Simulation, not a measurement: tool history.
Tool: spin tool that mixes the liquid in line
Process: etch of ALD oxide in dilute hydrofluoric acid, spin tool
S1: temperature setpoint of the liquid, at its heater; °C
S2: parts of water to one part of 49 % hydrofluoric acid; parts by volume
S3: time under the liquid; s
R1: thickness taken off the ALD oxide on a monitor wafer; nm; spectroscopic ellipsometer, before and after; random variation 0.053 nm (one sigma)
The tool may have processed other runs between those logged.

| run | hour | S1 | S2 | S3 | R1 |
|---|---|---|---|---|---|
| 1 | 0 | 23 | 185 | 85 | 8.0854 |
| 2 | 8.7 | 21.5 | 185 | 85 | 7.5262 |
| 3 | 11.3 | 21.5 | 185 | 85 | 7.5134 |
| 4 | 14.7 | 21.5 | 185 | 95 | 8.2644 |
| 5 | 18 | 21.5 | 165 | 95 | 9.6924 |
| 6 | 21.7 | 24.5 | 165 | 95 | 10.772 |
| 7 | 29.2 | 23.5 | 175 | 95 | 9.5456 |

Forecast run 8:
| 8 | 35.2 | 23 | 185 | 95 | ? |

R1: 8.8671 nm

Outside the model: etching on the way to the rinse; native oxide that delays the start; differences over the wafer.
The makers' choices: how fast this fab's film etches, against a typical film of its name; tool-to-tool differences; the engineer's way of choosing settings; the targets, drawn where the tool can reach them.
